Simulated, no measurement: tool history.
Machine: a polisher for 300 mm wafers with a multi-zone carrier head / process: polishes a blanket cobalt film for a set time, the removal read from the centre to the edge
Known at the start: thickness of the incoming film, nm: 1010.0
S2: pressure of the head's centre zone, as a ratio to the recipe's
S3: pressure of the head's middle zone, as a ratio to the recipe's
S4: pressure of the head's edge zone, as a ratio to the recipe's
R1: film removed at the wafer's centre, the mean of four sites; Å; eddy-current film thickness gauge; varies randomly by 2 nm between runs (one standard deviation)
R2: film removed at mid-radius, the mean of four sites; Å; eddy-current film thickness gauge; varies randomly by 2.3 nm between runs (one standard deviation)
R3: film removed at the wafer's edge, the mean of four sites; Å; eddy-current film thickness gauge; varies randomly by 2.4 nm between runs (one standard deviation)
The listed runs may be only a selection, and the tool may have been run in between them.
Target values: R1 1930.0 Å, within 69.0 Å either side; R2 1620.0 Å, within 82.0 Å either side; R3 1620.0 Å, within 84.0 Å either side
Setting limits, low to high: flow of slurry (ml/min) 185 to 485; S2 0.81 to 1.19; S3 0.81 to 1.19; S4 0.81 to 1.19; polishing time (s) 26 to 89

run 1 day=0.000 | flow_of_slurry_(ml/min)=310 S2=1.00 S3=1.00 S4=1.00 polishing_time_(s)=57 | R1=2601.8 R2=2492.4 R3=2568.2
run 2 day=0.329 | flow_of_slurry_(ml/min)=310 S2=1.01 S3=0.99 S4=0.98 polishing_time_(s)=53 | R1=2409.4 R2=2357.3 R3=2369.9
run 3 day=0.604 | flow_of_slurry_(ml/min)=310 S2=1.04 S3=0.97 S4=0.97 polishing_time_(s)=50 | R1=2358.9 R2=2146.3 R3=2313.9
run 4 day=0.842 | flow_of_slurry_(ml/min)=315 S2=1.07 S3=0.98 S4=0.94 polishing_time_(s)=47 | R1=2307.6 R2=2029.3 R3=2053.9
run 5 day=1.042 | flow_of_slurry_(ml/min)=315 S2=1.07 S3=0.97 S4=0.93 polishing_time_(s)=45 | R1=2161.4 R2=1989.2 R3=1967.1
run 6 day=1.325 | flow_of_slurry_(ml/min)=315 S2=1.07 S3=0.97 S4=1.01 polishing_time_(s)=45 | R1=2166.3 R2=1901.2 R3=2031.4
run 7 day=1.438 | flow_of_slurry_(ml/min)=315 S2=1.07 S3=0.97 S4=1.01 polishing_time_(s)=45 | R1=2171.5 R2=1933.4 R3=2019.6
run 8 day=1.650 | flow_of_slurry_(ml/min)=315 S2=1.08 S3=0.97 S4=1.01 polishing_time_(s)=43 | R1=2114.5 R2=1791.9 R3=1994.3
run 9 day=1.988 | flow_of_slurry_(ml/min)=320 S2=1.09 S3=0.98 S4=1.00 polishing_time_(s)=42 | R1=2054.6 R2=1799.2 R3=1945.4

Which of these 5 next moves meets every target?
run A day=2.325 | flow_of_slurry_(ml/min)=310 S2=1.09 S3=0.92 S4=1.06 polishing_time_(s)=39 | R1=? R2=? R3=?
run B day=2.325 | flow_of_slurry_(ml/min)=295 S2=1.19 S3=0.84 S4=0.98 polishing_time_(s)=37 | R1=? R2=? R3=?
run C day=2.325 | flow_of_slurry_(ml/min)=305 S2=1.00 S3=0.98 S4=1.12 polishing_time_(s)=42 | R1=? R2=? R3=?
run D day=2.325 | flow_of_slurry_(ml/min)=385 S2=1.19 S3=0.81 S4=1.07 polishing_time_(s)=39 | R1=? R2=? R3=?
run E day=2.325 | flow_of_slurry_(ml/min)=365 S2=1.15 S3=0.97 S4=0.91 polishing_time_(s)=37 | R1=? R2=? R3=?

move=A R1=1878.2 R2=1621.7 R3=1810.5
move=B R1=1915.0 R2=1419.1 R3=1648.3
move=C R1=1871.4 R2=1838.8 R3=2000.4
move=D R1=2074.7 R2=1488.6 R3=1849.4
move=E R1=1901.7 R2=1632.9 R3=1614.4
A: an improvement on the last run, though not all results are within tolerance
B: the worst result of the last run now meets its target, but another is out of spec
C: lands further from the targets than the last run did
D: an improvement on the last run, though not all results are within tolerance
E: each result inside its tolerance
E is the move that brings every result within its allowed miss.
